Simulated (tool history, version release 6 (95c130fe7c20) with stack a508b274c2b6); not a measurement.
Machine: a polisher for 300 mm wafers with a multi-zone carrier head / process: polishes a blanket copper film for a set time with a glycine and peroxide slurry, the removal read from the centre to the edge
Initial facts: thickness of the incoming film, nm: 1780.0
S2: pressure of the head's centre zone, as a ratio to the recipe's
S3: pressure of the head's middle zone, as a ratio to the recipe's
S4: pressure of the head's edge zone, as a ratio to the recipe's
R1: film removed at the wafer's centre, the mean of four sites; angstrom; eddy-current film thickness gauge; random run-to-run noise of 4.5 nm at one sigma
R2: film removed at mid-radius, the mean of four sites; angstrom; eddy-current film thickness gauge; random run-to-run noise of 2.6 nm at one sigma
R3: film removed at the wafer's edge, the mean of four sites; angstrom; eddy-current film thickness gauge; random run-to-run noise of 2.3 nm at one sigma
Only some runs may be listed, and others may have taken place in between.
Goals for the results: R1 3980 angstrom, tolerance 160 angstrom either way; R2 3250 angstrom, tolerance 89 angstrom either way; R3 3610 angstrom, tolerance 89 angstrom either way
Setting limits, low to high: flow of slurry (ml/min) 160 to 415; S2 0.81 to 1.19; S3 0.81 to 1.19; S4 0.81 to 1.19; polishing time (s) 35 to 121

Run 1, hour 0: flow of slurry (ml/min) 265, S2 1, S3 1, S4 1, polishing time (s) 78. Result: R1 3196.8 angstrom, R2 3184.8 angstrom, R3 3162.3 angstrom.
Run 2, hour 0.8: flow of slurry (ml/min) 310, S2 1, S3 1, S4 1, polishing time (s) 78. Result: R1 3222.9 angstrom, R2 3275.3 angstrom, R3 3159.6 angstrom.
Run 3, hour 4.3: flow of slurry (ml/min) 310, S2 1, S3 1, S4 0.91, polishing time (s) 78. Result: R1 3281.5 angstrom, R2 3234.5 angstrom, R3 3055.9 angstrom.
Run 4, hour 9.4: flow of slurry (ml/min) 310, S2 1, S3 1.04, S4 0.91, polishing time (s) 78. Result: R1 3223.2 angstrom, R2 3385 angstrom, R3 3062.2 angstrom.
Run 5, hour 16.3: flow of slurry (ml/min) 310, S2 1, S3 1.04, S4 0.85, polishing time (s) 78. Result: R1 3165.7 angstrom, R2 3344.8 angstrom, R3 2940.5 angstrom.
Run 6, hour 20.4: flow of slurry (ml/min) 310, S2 1, S3 0.96, S4 0.85, polishing time (s) 78. Result: R1 3274.6 angstrom, R2 3120.1 angstrom, R3 2976.6 angstrom.
Run 7, hour 29: flow of slurry (ml/min) 315, S2 1.01, S3 0.95, S4 0.88, polishing time (s) 79. Result: R1 3289.3 angstrom, R2 3148 angstrom, R3 3026.3 angstrom.
Run 8, hour 35.7: flow of slurry (ml/min) 310, S2 1.03, S3 0.94, S4 0.91, polishing time (s) 80. Result: R1 3496.4 angstrom, R2 3189.2 angstrom, R3 3128.4 angstrom.
Run 9, hour 37.7: flow of slurry (ml/min) 310, S2 1.04, S3 0.93, S4 0.94, polishing time (s) 80. Result: R1 3447.5 angstrom, R2 3162.3 angstrom, R3 3194.6 angstrom.
Run 10, hour 45.1: flow of slurry (ml/min) 310, S2 1.06, S3 0.92, S4 0.96, polishing time (s) 80. Result: R1 3434.7 angstrom, R2 3095 angstrom, R3 3232.6 angstrom.
Run 11, hour 52.2: flow of slurry (ml/min) 310, S2 1.07, S3 0.92, S4 0.96, polishing time (s) 81. Result: R1 3508.4 angstrom, R2 3208.7 angstrom, R3 3276.4 angstrom.
Run 12, hour 59.1: flow of slurry (ml/min) 360, S2 1.16, S3 0.86, S4 1.06, polishing time (s) 83. Result: R1 3963.5 angstrom, R2 3072.7 angstrom, R3 3542.1 angstrom.
Run 13, hour 66.4: flow of slurry (ml/min) 360, S2 1.16, S3 0.87, S4 1.06, polishing time (s) 83. Result: R1 4037.7 angstrom, R2 3093.2 angstrom, R3 3538 angstrom.
Run 14, hour 72.7: flow of slurry (ml/min) 360, S2 1.16, S3 0.88, S4 1.06, polishing time (s) 83. Result: R1 4017.1 angstrom, R2 3133.7 angstrom, R3 3519.4 angstrom.

Of the 4 settings listed for the next run, only one would bring every result within its allowed miss of target. Which one?
Run A, hour 79: flow of slurry (ml/min) 330, S2 1.16, S3 0.9, S4 1.05, polishing time (s) 85. Result: R1 ?, R2 ?, R3 ?.
Run B, hour 79: flow of slurry (ml/min) 360, S2 1.18, S3 0.84, S4 1.08, polishing time (s) 82. Result: R1 ?, R2 ?, R3 ?.
Run C, hour 79: flow of slurry (ml/min) 375, S2 1.07, S3 0.91, S4 1.15, polishing time (s) 82. Result: R1 ?, R2 ?, R3 ?.
Run D, hour 79: flow of slurry (ml/min) 345, S2 1.14, S3 0.88, S4 1.12, polishing time (s) 81. Result: R1 ?, R2 ?, R3 ?.

move      R1      R2      R3
   A  4071.3    3315  3612.8
   B  4017.5  3044.2  3558.5
   C  3715.1  3264.3  3680.3
   D  3839.7  3113.3  3568.3
A: every result within its allowed miss
B: the biggest miss grows against the last run
C: brings the last run's worst result on target, with another outside its allowed miss
D: the biggest miss grows against the last run
The right move is A.
